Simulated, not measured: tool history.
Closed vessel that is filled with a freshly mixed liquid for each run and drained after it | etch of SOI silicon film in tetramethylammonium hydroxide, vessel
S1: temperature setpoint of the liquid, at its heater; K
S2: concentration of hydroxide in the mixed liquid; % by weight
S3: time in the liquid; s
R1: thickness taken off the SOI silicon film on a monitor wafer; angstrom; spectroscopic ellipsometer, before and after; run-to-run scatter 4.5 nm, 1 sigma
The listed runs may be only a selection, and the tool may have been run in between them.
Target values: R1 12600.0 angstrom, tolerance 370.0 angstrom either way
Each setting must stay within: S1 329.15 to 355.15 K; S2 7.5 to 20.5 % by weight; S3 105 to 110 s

{"run": 1, "hour": 0.0, "S1": 342.15, "S2": 14.0, "S3": 105, "R1": 5585.2}
{"run": 2, "hour": 6.7, "S1": 342.15, "S2": 14.0, "S3": 105, "R1": 5597.4}
{"run": 3, "hour": 10.1, "S1": 336.65, "S2": 14.0, "S3": 105, "R1": 4033.3}
{"run": 4, "hour": 17.0, "S1": 336.65, "S2": 14.0, "S3": 110, "R1": 4202.7}
{"run": 5, "hour": 23.6, "S1": 336.65, "S2": 16.0, "S3": 110, "R1": 3958.7}
{"run": 6, "hour": 29.3, "S1": 336.65, "S2": 14.0, "S3": 110, "R1": 4214.0}
{"run": 7, "hour": 32.2, "S1": 339.15, "S2": 14.0, "S3": 110, "R1": 4879.3}
{"hour": 32.9, "done": "thermometer replaced"}
{"run": 8, "hour": 32.9, "S1": 345.65, "S2": 13.0, "S3": 110, "R1": 7946.2}
{"run": 9, "hour": 33.5, "S1": 345.65, "S2": 13.0, "S3": 110, "R1": 7916.3}

5 candidate next runs follow, results not yet known. Just one meets every target within its allowed miss. Identify it.
{"run": "A", "hour": 34.1, "S1": 338.15, "S2": 12.5, "S3": 105, "R1": "?"}
{"run": "B", "hour": 34.1, "S1": 342.15, "S2": 14.5, "S3": 105, "R1": "?"}
{"run": "C", "hour": 34.1, "S1": 353.65, "S2": 13.0, "S3": 110, "R1": "?"}
{"run": "D", "hour": 34.1, "S1": 349.65, "S2": 13.5, "S3": 110, "R1": "?"}
{"run": "E", "hour": 34.1, "S1": 340.15, "S2": 9.5, "S3": 105, "R1": "?"}

move=A R1=4913.4
move=B R1=5810.2
move=C R1=12393.0
move=D R1=9735.8
move=E R1=6144.5
A: its largest miss is bigger than the last run's
B: its largest miss is bigger than the last run's
C: every result within its allowed miss
D: an improvement on the last run, though not all results are within tolerance
E: its largest miss is bigger than the last run's
C is the move that brings every result within its allowed miss.
